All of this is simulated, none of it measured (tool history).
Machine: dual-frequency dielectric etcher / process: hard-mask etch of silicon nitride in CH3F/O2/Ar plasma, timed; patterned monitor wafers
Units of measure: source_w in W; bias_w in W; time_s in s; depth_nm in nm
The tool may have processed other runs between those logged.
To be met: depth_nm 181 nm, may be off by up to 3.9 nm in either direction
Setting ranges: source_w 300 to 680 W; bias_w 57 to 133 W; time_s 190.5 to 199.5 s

{"run": 1, "hour": 0.0, "source_w": 490, "bias_w": 95, "time_s": 190.5, "depth_nm": 155.88}
{"run": 2, "hour": 7.9, "source_w": 490, "bias_w": 79, "time_s": 190.5, "depth_nm": 146.92}
{"run": 3, "hour": 12.2, "source_w": 530, "bias_w": 85, "time_s": 191.5, "depth_nm": 154.69}
{"run": 4, "hour": 14.2, "source_w": 560, "bias_w": 91, "time_s": 192.5, "depth_nm": 162.7}
{"run": 5, "hour": 18.0, "source_w": 560, "bias_w": 80, "time_s": 192.5, "depth_nm": 155.04}
{"run": 6, "hour": 22.1, "source_w": 560, "bias_w": 87, "time_s": 192.5, "depth_nm": 160.58}
{"run": 7, "hour": 24.5, "source_w": 580, "bias_w": 90, "time_s": 193, "depth_nm": 164.89}
{"run": 8, "hour": 26.0, "source_w": 600, "bias_w": 93, "time_s": 193.5, "depth_nm": 168.39}
{"run": 9, "hour": 30.0, "source_w": 610, "bias_w": 96, "time_s": 194, "depth_nm": 173.93}
{"run": 10, "hour": 34.7, "source_w": 620, "bias_w": 97, "time_s": 194, "depth_nm": 176.18}
{"run": 11, "hour": 41.9, "source_w": 620, "bias_w": 97, "time_s": 194, "depth_nm": 176.59}
{"run": 12, "hour": 44.2, "source_w": 630, "bias_w": 97, "time_s": 194, "depth_nm": 174.32}

Which single option among these 4 for the next run brings every result within its allowed miss of target? Just one does.
{"run": "A", "hour": 46.5, "source_w": 680, "bias_w": 109, "time_s": 195.5, "depth_nm": "?"}
{"run": "B", "hour": 46.5, "source_w": 650, "bias_w": 91, "time_s": 190.5, "depth_nm": "?"}
{"run": "C", "hour": 46.5, "source_w": 670, "bias_w": 110, "time_s": 195, "depth_nm": "?"}
{"run": "D", "hour": 46.5, "source_w": 630, "bias_w": 106, "time_s": 190.5, "depth_nm": "?"}

move=A depth_nm=192.11
move=B depth_nm=171.85
move=C depth_nm=191.32
move=D depth_nm=180.33
A: takes the result that was furthest off past its target
B: further off than the last run
C: takes the result that was furthest off past its target
D: all results land within tolerance of their targets
The right move is D.
